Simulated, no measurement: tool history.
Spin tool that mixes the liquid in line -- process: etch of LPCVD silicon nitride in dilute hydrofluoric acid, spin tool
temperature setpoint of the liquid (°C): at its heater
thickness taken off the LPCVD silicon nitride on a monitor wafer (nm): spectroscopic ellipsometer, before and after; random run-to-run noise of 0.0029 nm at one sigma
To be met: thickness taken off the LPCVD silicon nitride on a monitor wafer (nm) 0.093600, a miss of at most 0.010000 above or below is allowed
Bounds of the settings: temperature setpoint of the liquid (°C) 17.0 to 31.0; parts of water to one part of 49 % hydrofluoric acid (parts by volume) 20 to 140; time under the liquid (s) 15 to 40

| run | hour | temperature setpoint of the liquid (°C) | parts of water to one part of 49 % hydrofluoric acid (parts by volume) | time under the liquid (s) | thickness taken off the LPCVD silicon nitride on a monitor wafer (nm) |
|---|---|---|---|---|---|
| 1 | 0.0 | 23.0 | 75 | 40 | 0.209200 |
| 2 | 4.3 | 22.5 | 80 | 40 | 0.194770 |
| 3 | 9.5 | 25.5 | 80 | 40 | 0.234680 |
| 4 | 12.8 | 24.5 | 85 | 40 | 0.223200 |
| 5 | 16.3 | 27.5 | 85 | 40 | 0.256650 |
| 6 | 21.6 | 26.5 | 90 | 35 | 0.198190 |
| 7 | 27.2 | 25.5 | 95 | 35 | 0.172470 |
| 8 | 32.7 | 24.5 | 95 | 35 | 0.162520 |
| 9 | 39.2 | 24.0 | 95 | 35 | 0.157110 |
| 10 | 42.8 | 23.5 | 95 | 35 | 0.159100 |
| 11 | 47.8 | 23.0 | 100 | 35 | 0.143010 |
| 12 | 53.9 | 23.0 | 100 | 35 | 0.138370 |
| 13 | 59.0 | 22.5 | 100 | 35 | 0.133680 |
| 14 | 60.6 | 22.0 | 100 | 35 | 0.138780 |
| 15 | 64.5 | 21.5 | 105 | 35 | 0.120760 |
| 16 | 73.3 | 21.0 | 105 | 35 | 0.121220 |
| 17 | 75.9 | 20.5 | 105 | 35 | 0.112910 |
| 18 | 76.6 | 20.0 | 105 | 35 | 0.114480 |
| 19 | 85.4 | 18.5 | 115 | 30 | 0.075582 |

4 candidate next runs follow, results not yet known. Just one meets every target within its allowed miss. Identify it.
| A | 94.2 | 21.0 | 125 | 40 | ? |
| B | 94.2 | 17.5 | 95 | 40 | ? |
| C | 94.2 | 19.0 | 110 | 40 | ? |
| D | 94.2 | 19.5 | 125 | 35 | ? |

| move | thickness taken off the LPCVD silicon nitride on a monitor wafer (nm) |
|---|---|
| A | 0.110440 |
| B | 0.113620 |
| C | 0.109280 |
| D | 0.087357 |
A: pushes the last run's worst result past its target
B: pushes the last run's worst result past its target
C: pushes the last run's worst result past its target
D: all results land within tolerance of their targets
The right move is D.

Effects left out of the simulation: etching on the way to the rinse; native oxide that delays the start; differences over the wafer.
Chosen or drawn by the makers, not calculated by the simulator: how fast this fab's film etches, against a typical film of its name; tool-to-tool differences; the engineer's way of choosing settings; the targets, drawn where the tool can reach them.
